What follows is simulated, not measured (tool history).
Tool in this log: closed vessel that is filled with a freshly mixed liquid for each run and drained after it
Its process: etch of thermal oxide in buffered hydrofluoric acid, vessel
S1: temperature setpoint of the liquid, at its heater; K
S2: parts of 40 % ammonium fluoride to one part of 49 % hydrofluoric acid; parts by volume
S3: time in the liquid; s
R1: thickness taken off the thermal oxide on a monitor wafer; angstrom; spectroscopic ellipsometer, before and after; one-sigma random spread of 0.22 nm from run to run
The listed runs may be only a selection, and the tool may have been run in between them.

run 1 hour=0 | S1=296.15 S2=15 S3=95 | R1=686.18
run 2 hour=2.3 | S1=296.15 S2=15 S3=95 | R1=686.53
run 3 hour=4.1 | S1=295.65 S2=15 S3=95 | R1=667.28
run 4 hour=12.6 | S1=295.65 S2=10.5 S3=95 | R1=945.36
run 5 hour=14.9 | S1=294.15 S2=11 S3=95 | R1=837.74
run 6 hour=23.5 | S1=293.15 S2=11.5 S3=95 | R1=755.77
run 7 hour=26.9 | S1=293.15 S2=11.5 S3=95 | R1=755.12

The next listed run, before its measurement:
run 8 hour=35.1 | S1=292.15 S2=11.5 S3=95 | R1=?

R1: 711.14 angstrom

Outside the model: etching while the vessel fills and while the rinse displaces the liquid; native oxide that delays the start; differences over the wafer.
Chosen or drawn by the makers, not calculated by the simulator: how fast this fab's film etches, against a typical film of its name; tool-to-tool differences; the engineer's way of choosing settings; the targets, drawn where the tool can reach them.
